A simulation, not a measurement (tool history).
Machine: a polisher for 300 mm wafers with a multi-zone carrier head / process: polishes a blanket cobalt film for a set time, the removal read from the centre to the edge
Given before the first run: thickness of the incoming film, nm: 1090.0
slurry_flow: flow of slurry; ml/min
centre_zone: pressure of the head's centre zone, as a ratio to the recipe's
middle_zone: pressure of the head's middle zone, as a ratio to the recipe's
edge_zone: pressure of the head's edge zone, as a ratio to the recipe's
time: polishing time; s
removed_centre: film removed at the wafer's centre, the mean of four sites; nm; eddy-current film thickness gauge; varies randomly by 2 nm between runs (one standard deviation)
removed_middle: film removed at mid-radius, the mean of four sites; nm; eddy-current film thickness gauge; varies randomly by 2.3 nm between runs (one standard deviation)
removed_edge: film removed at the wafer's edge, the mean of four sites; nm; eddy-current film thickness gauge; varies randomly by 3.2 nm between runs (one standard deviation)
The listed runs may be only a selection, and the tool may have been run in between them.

| run | hour | slurry_flow | centre_zone | middle_zone | edge_zone | time | removed_centre | removed_middle | removed_edge |
|---|---|---|---|---|---|---|---|---|---|
| 1 | 0.0 | 265 | 1.00 | 1.00 | 1.00 | 59 | 357.88 | 346.85 | 362.63 |
| 2 | 7.5 | 265 | 1.08 | 1.00 | 1.00 | 59 | 386.60 | 348.21 | 355.68 |
| 3 | 14.1 | 265 | 1.08 | 1.00 | 1.00 | 73 | 471.39 | 420.36 | 447.18 |
| 4 | 23.0 | 255 | 1.04 | 1.00 | 0.99 | 68 | 424.51 | 391.34 | 401.28 |
| 5 | 30.9 | 260 | 1.00 | 1.01 | 0.99 | 64 | 386.71 | 375.24 | 383.56 |
| 6 | 31.6 | 255 | 0.97 | 1.02 | 0.99 | 61 | 355.06 | 360.49 | 371.57 |
| 7 | 38.2 | 245 | 0.94 | 1.02 | 0.98 | 59 | 331.44 | 348.63 | 349.35 |
| 8 | 41.1 | 235 | 0.92 | 1.02 | 0.98 | 57 | 313.66 | 334.25 | 339.70 |
| 9 | 43.1 | 230 | 0.90 | 1.02 | 0.98 | 56 | 296.89 | 324.61 | 326.26 |
| 10 | 48.4 | 230 | 0.90 | 1.02 | 0.98 | 56 | 297.35 | 323.47 | 336.67 |
| 11 | 54.9 | 220 | 0.89 | 1.02 | 0.97 | 55 | 291.05 | 323.37 | 323.86 |

Run 12 is up next; what results do you expect?
| 12 | 63.6 | 215 | 0.88 | 1.02 | 0.97 | 54 | ? | ? | ? |

{"run 12": {"removed_centre": 274.97, "removed_middle": 307.89, "removed_edge": 315.1}}

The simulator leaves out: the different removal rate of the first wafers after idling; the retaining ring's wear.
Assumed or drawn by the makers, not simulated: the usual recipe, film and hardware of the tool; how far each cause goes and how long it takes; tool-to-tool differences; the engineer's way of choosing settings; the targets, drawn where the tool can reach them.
